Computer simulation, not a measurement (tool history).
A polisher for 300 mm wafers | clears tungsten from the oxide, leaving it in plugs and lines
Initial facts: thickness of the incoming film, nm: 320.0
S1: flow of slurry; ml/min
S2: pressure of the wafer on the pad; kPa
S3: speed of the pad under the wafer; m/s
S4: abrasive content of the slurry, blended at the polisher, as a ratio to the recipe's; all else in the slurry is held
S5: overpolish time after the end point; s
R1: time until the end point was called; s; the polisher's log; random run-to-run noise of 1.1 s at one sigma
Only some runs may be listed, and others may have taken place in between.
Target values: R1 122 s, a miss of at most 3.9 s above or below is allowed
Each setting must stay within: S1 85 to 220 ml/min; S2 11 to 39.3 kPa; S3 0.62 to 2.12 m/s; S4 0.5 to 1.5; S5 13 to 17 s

{"run": 1, "hour": 0.0, "S1": 140, "S2": 24.8, "S3": 1.36, "S4": 1, "S5": 17, "R1": 66.964}
{"run": 2, "hour": 1.5, "S1": 135, "S2": 20.7, "S3": 1.36, "S4": 1, "S5": 17, "R1": 81.199}
{"run": 3, "hour": 5.5, "S1": 150, "S2": 20.7, "S3": 1.36, "S4": 1, "S5": 17, "R1": 80.432}
{"run": 4, "hour": 8.4, "S1": 150, "S2": 23.4, "S3": 1.36, "S4": 1, "S5": 17, "R1": 71.628}
{"run": 5, "hour": 13.8, "S1": 150, "S2": 23.4, "S3": 1.36, "S4": 0.9, "S5": 17, "R1": 73.578}
{"run": 6, "hour": 15.2, "S1": 150, "S2": 23.4, "S3": 1.36, "S4": 0.9, "S5": 13, "R1": 72.721}
{"run": 7, "hour": 16.2, "S1": 120, "S2": 16.5, "S3": 1.34, "S4": 0.9, "S5": 13, "R1": 109.24}
{"run": 8, "hour": 19.7, "S1": 90, "S2": 15.2, "S3": 1.34, "S4": 0.9, "S5": 13, "R1": 125.28}

5 next moves are on the table. One of them brings every result within its allowed miss. Which?
{"run": "A", "hour": 23.2, "S1": 85, "S2": 17.2, "S3": 1.18, "S4": 0.8, "S5": 13, "R1": "?"}
{"run": "B", "hour": 23.2, "S1": 85, "S2": 21.4, "S3": 0.76, "S4": 0.9, "S5": 13, "R1": "?"}
{"run": "C", "hour": 23.2, "S1": 85, "S2": 14.5, "S3": 1.4, "S4": 0.9, "S5": 13, "R1": "?"}
{"run": "D", "hour": 23.2, "S1": 95, "S2": 12.4, "S3": 1.6, "S4": 0.9, "S5": 17, "R1": "?"}
{"run": "E", "hour": 23.2, "S1": 100, "S2": 15.2, "S3": 1.44, "S4": 0.8, "S5": 13, "R1": "?"}

move=A R1=129.28
move=B R1=128.84
move=C R1=132.46
move=D R1=135.26
move=E R1=122.34
A: the biggest miss grows against the last run
B: the biggest miss grows against the last run
C: the biggest miss grows against the last run
D: the biggest miss grows against the last run
E: each result inside its tolerance
Move E is the one to make.

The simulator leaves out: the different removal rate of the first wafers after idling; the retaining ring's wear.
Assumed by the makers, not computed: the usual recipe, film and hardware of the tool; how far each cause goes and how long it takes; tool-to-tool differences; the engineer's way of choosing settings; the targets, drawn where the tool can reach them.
